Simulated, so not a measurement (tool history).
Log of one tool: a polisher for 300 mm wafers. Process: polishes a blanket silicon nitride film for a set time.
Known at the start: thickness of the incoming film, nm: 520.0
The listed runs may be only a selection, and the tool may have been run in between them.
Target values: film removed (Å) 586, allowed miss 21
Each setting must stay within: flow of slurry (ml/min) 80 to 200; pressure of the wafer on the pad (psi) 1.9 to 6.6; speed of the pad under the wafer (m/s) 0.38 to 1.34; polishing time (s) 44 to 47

| run | day | flow of slurry (ml/min) | pressure of the wafer on the pad (psi) | speed of the pad under the wafer (m/s) | polishing time (s) | film removed (Å) |
|---|---|---|---|---|---|---|
| 1 | 0 | 130 | 4.2 | 0.86 | 44 | 842.03 |
| 2 | 0.212 | 125 | 3.8 | 0.86 | 44 | 762.08 |
| 3 | 0.488 | 125 | 3.8 | 0.86 | 44 | 758.35 |
| 4 | 0.558 | 120 | 3.5 | 0.86 | 44 | 703.78 |
| 5 | 0.729 | 105 | 3.5 | 0.86 | 44 | 664.3 |
| 6 | 1.1 | 100 | 3.4 | 0.86 | 44 | 667.28 |
| 7 | 1.217 | 100 | 3.2 | 0.86 | 44 | 616.36 |
| 8 | 1.558 | 95 | 3.2 | 0.86 | 44 | 622.36 |

Next run, 5 choices. One meets every target within its allowed miss, the rest don't. Which?
| A | 1.9 | 105 | 2.9 | 0.82 | 44 | ? |
| B | 1.9 | 95 | 2.8 | 1.14 | 44 | ? |
| C | 1.9 | 90 | 3.3 | 1 | 45 | ? |
| D | 1.9 | 80 | 3.1 | 0.82 | 47 | ? |
| E | 1.9 | 135 | 2.4 | 1.16 | 47 | ? |

| move | film removed (Å) |
|---|---|
| A | 546 |
| B | 657.6 |
| C | 705.96 |
| D | 584.08 |
| E | 658.96 |
A: carries the result that was furthest off beyond its target, to the other side
B: moves away from the targets compared with the last run
C: moves away from the targets compared with the last run
D: all results land within tolerance of their targets
E: moves away from the targets compared with the last run
D meets every target.
